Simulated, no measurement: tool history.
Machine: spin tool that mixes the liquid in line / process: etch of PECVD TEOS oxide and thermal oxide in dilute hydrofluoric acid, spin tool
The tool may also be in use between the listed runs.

run	hour	temperature setpoint of the liquid (K)	parts of water to one part of 49 % hydrofluoric acid (parts by volume)	time under the liquid (s)	thickness taken off the PECVD TEOS oxide on a monitor wafer (Å)	thickness taken off the thermal oxide on a monitor wafer (Å)
1	0.0	297.15	95	75	98.658	37.360
2	0.6	299.15	85	75	121.560	46.192
3	8.0	299.15	85	90	146.340	54.895
4	13.8	299.15	60	90	214.200	82.192
# hour 17.2: hydrofluoric acid flow meter replaced
5	17.2	299.15	30	90	485.530	179.730
6	19.4	297.15	40	90	328.180	124.940
7	28.0	295.65	45	90	275.570	101.750
8	33.8	294.65	45	90	259.250	99.622
9	37.6	293.65	45	90	250.070	94.592
10	43.6	292.65	45	90	238.940	89.076
11	52.2	292.15	45	90	235.910	88.684
12	55.9	291.65	45	90	230.030	87.748

Run 13 has not been measured yet. What should we expect?
13	63.2	291.65	45	90	?	?

Run 13 measured thickness taken off the PECVD TEOS oxide on a monitor wafer (Å) 226.280, thickness taken off the thermal oxide on a monitor wafer (Å) 87.403.
